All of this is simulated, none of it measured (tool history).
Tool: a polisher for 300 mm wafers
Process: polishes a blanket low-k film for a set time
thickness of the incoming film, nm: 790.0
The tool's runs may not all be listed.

run,hour,flow of slurry (ml/min),pressure of the wafer on the pad (psi),speed of the pad under the wafer (m/s),abrasive content of the slurry,polishing time (s),film removed (angstrom)
1,0.0,140,1.2,0.98,1.0,48,121.520
2,4.1,140,1.2,0.98,1.0,48,120.540
3,12.9,140,1.1,0.98,1.0,48,112.720
4,21.2,140,0.9,0.98,1.0,48,90.853
5,22.5,145,1.1,0.98,1.0,48,110.150
6,28.4,145,1.2,1.00,1.0,48,121.660
7,32.9,145,1.3,1.02,1.0,48,135.970
8,39.8,145,1.4,1.04,1.0,48,150.480
9,42.1,145,1.5,1.04,1.0,48,160.670
10,43.9,145,1.6,1.06,1.0,48,173.510
11,51.6,150,1.6,1.08,1.0,48,179.660
12,54.3,155,1.7,1.10,1.0,48,192.470
13,63.0,155,1.7,1.12,1.0,48,192.420
14,67.5,155,1.7,1.14,1.0,48,195.110
15,71.3,155,1.7,1.16,1.0,48,199.130

Run 16 comes next. What will it give?
16,78.8,155,1.7,1.16,1.0,48,?

Run 16 gave film removed (angstrom) 202.420.

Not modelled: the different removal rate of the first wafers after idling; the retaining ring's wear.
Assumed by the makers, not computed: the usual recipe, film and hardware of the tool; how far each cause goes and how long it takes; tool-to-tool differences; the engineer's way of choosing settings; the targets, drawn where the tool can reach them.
